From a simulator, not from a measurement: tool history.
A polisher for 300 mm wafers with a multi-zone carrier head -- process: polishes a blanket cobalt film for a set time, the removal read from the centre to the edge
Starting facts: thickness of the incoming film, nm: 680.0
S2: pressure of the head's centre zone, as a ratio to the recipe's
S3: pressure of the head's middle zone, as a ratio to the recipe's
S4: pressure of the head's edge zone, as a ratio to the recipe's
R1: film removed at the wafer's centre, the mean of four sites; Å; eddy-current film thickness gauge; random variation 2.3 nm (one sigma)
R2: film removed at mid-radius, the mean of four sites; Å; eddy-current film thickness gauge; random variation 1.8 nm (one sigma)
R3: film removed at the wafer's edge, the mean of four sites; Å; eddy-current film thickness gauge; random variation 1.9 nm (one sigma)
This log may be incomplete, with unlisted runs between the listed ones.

run 1 day=0 | flow_of_slurry_(ml/min)=225 S2=1 S3=1 S4=1 polishing_time_(s)=39 | R1=1813.4 R2=1848.7 R3=1936.9
run 2 day=0.242 | flow_of_slurry_(ml/min)=230 S2=1 S3=1 S4=1.03 polishing_time_(s)=41 | R1=1928 R2=1963.8 R3=2040.9
run 3 day=0.554 | flow_of_slurry_(ml/min)=230 S2=1 S3=1 S4=1.03 polishing_time_(s)=47 | R1=2231.3 R2=2253.3 R3=2355.7
run 4 day=0.725 | flow_of_slurry_(ml/min)=230 S2=0.99 S3=1 S4=1.05 polishing_time_(s)=48 | R1=2207.3 R2=2314.5 R3=2436.2
run 5 day=0.771 | flow_of_slurry_(ml/min)=235 S2=0.99 S3=1 S4=1.07 polishing_time_(s)=49 | R1=2319 R2=2353.5 R3=2494.2
run 6 day=1.112 | flow_of_slurry_(ml/min)=235 S2=0.99 S3=1.08 S4=1.07 polishing_time_(s)=49 | R1=2274.6 R2=2467.5 R3=2545.2
run 7 day=1.25 | flow_of_slurry_(ml/min)=235 S2=0.98 S3=1.07 S4=1.09 polishing_time_(s)=50 | R1=2289 R2=2480.8 R3=2642

For run 8, what comes out?
run 8 day=1.312 | flow_of_slurry_(ml/min)=240 S2=0.98 S3=1.07 S4=1.1 polishing_time_(s)=50 | R1=? R2=? R3=?

{"run 8": {"R1": 2334.7, "R2": 2457.7, "R3": 2595.2}}
